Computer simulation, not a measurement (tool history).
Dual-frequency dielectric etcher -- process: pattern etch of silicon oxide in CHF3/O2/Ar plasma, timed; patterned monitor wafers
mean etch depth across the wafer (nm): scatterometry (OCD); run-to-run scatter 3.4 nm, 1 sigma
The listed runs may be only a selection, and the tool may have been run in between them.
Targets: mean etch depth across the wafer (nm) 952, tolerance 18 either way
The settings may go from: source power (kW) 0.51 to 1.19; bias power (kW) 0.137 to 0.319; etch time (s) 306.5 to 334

run,day,source power (kW),bias power (kW),etch time (s),mean etch depth across the wafer (nm)
1,0,0.85,0.228,334,821.96
2,0.212,0.89,0.23,334,838.75
3,0.408,0.93,0.232,334,851.35
4,0.554,0.96,0.235,334,862.69
5,0.746,0.99,0.239,334,877.97
6,0.988,1.02,0.242,334,898.68
7,1.288,1.04,0.243,334,901.33
8,1.621,1.06,0.244,334,909.53
9,1.917,1.08,0.245,334,910.08
10,2.179,1.08,0.245,334,916.98
11,2.304,1.09,0.246,334,920.55
12,2.388,1.1,0.247,334,930.49
13,2.492,1.11,0.247,334,933.64
14,2.767,1.12,0.247,334,928.71

Pick the move, out of 4, that brings all results within their allowed miss; only one does.
A,3.042,1.1,0.267,316.5,?
B,3.042,1.05,0.248,329.5,?
C,3.042,1.1,0.263,320.5,?
D,3.042,1.1,0.266,334,?

move,mean etch depth across the wafer (nm)
A,900.36
B,893.9
C,905.78
D,948.6
A: lands further from the targets than the last run did
B: lands further from the targets than the last run did
C: lands further from the targets than the last run did
D: all results land within tolerance of their targets
So the answer is move D, the one that meets all the targets.
